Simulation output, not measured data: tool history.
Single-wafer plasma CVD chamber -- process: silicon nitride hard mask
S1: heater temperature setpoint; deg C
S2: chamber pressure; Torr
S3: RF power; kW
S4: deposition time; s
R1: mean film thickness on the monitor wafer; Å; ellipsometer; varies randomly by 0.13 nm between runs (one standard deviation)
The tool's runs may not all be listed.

run  hour   S1    S2     S3    S4      R1
  1     0  410   1.6   0.35  18.4  229.22
  2   8.5  410  1.85   0.35  18.4  232.32
  3  13.6  410  1.96   0.35  18.4  235.63
  4  14.7  410  1.98  0.355  18.4  238.72
  5  16.6  410     2  0.355  18.4  238.65
  6  23.7  410  1.84  0.355  18.4  236.32
  7  26.3  410  1.86   0.36  18.4  239.53

Forecast run 8:
  8  26.9  410  1.88  0.36  18.4   ?

R1: 238.79 Å
